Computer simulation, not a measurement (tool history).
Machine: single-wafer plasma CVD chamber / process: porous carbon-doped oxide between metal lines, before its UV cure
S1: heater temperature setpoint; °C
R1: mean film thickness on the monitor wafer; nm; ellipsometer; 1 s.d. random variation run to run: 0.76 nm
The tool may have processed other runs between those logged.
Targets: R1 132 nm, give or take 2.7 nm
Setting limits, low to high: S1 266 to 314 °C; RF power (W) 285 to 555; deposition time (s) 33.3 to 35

Run 1, day 0: S1 290 °C, RF power (W) 420, deposition time (s) 35. Result: R1 176.82 nm.
Run 2, day 0.196: S1 295 °C, RF power (W) 395, deposition time (s) 34.8. Result: R1 162.25 nm.
Run 3, day 0.225: S1 287 °C, RF power (W) 395, deposition time (s) 34.8. Result: R1 168.33 nm.
Run 4, day 0.542: S1 287 °C, RF power (W) 395, deposition time (s) 33.3. Result: R1 161.13 nm.
Run 5, day 0.854: S1 280 °C, RF power (W) 395, deposition time (s) 33.3. Result: R1 170.01 nm.
Run 6, day 1.058: S1 288 °C, RF power (W) 385, deposition time (s) 33.3. Result: R1 156.72 nm.
Run 7, day 1.354: S1 300 °C, RF power (W) 370, deposition time (s) 33.3. Result: R1 141.49 nm.
Run 8, day 1.642: S1 303 °C, RF power (W) 370, deposition time (s) 33.3. Result: R1 138.3 nm.
Run 9, day 1.775: S1 305 °C, RF power (W) 370, deposition time (s) 33.3. Result: R1 138.57 nm.
Run 10, day 2.046: S1 307 °C, RF power (W) 370, deposition time (s) 33.3. Result: R1 135.23 nm.

Below are 4 possible settings for the next run. Only one of them brings all results inside the allowed miss of their targets. Which is it?
Run A, day 2.317: S1 309 °C, RF power (W) 385, deposition time (s) 33.3. Result: R1 ?.
Run B, day 2.317: S1 305 °C, RF power (W) 375, deposition time (s) 33.3. Result: R1 ?.
Run C, day 2.317: S1 301 °C, RF power (W) 345, deposition time (s) 35. Result: R1 ?.
Run D, day 2.317: S1 307 °C, RF power (W) 360, deposition time (s) 33.3. Result: R1 ?.

move      R1
   A  138.01
   B  137.38
   C  135.53
   D  130.43
A: misses by more than the last run did
B: misses by more than the last run did
C: misses by more than the last run did
D: in spec on every target
Go with D: it meets all targets.

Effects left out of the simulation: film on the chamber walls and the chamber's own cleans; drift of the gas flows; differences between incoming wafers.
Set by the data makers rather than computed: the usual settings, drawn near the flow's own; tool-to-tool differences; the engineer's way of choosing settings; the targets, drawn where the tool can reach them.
